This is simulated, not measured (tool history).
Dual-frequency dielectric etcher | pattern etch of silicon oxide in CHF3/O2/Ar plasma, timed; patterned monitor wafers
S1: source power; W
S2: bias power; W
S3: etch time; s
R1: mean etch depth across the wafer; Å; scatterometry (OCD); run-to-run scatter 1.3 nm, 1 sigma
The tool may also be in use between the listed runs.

Run 1, hour 0: S1 500 W, S2 125 W, S3 300.5 s. Result: R1 5125.1 Å.
Run 2, hour 2.1: S1 500 W, S2 139 W, S3 300.5 s. Result: R1 5331.6 Å.
Run 3, hour 4.5: S1 530 W, S2 139 W, S3 300.5 s. Result: R1 5479.6 Å.
Run 4, hour 7.5: S1 580 W, S2 139 W, S3 300.5 s. Result: R1 5735.9 Å.
Run 5, hour 11.5: S1 590 W, S2 139 W, S3 300.5 s. Result: R1 5773.1 Å.
At hour 13.6: wet clean of the chamber.
Run 6, hour 13.6: S1 590 W, S2 131 W, S3 300.5 s. Result: R1 5496.5 Å.
Run 7, hour 15.3: S1 610 W, S2 132 W, S3 300.5 s. Result: R1 5625 Å.
Run 8, hour 18.6: S1 620 W, S2 133 W, S3 300.5 s. Result: R1 5708.1 Å.
Run 9, hour 25.4: S1 630 W, S2 133 W, S3 300.5 s. Result: R1 5745.9 Å.
Run 10, hour 32.2: S1 640 W, S2 133 W, S3 300.5 s. Result: R1 5755.7 Å.
Run 11, hour 36.2: S1 640 W, S2 133 W, S3 300.5 s. Result: R1 5778.1 Å.
Run 12, hour 38.9: S1 650 W, S2 133 W, S3 300.5 s. Result: R1 5821.9 Å.
Run 13, hour 44.7: S1 660 W, S2 133 W, S3 300.5 s. Result: R1 5822.6 Å.

Predict the results of run 14:
Run 14, hour 51.1: S1 660 W, S2 133 W, S3 300.5 s. Result: R1 ?.

R1: 5845.8 Å
